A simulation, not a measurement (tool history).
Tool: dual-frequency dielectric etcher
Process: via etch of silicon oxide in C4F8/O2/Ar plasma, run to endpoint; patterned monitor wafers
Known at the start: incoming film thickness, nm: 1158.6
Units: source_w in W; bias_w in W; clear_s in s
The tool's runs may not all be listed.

run  hour  source_w  bias_w  clear_s
  1   0.0      1490    1845   287.88
  2   2.8      1490    1962   282.81
  3   7.9      1660    1962   270.79
  4  15.6      1660    2081   265.76
  5  20.5      1660    1963   267.47
  6  27.0      1660    1671   285.47
  7  35.3      1760    1694   274.73
  8  40.9      1820    1707   272.24
  9  42.3      1880    1721   267.23
 10  45.5      1920    1731   265.06

The next listed run, before its measurement:
 11  49.3      1950    1740        ?

clear_s: 264.19 s
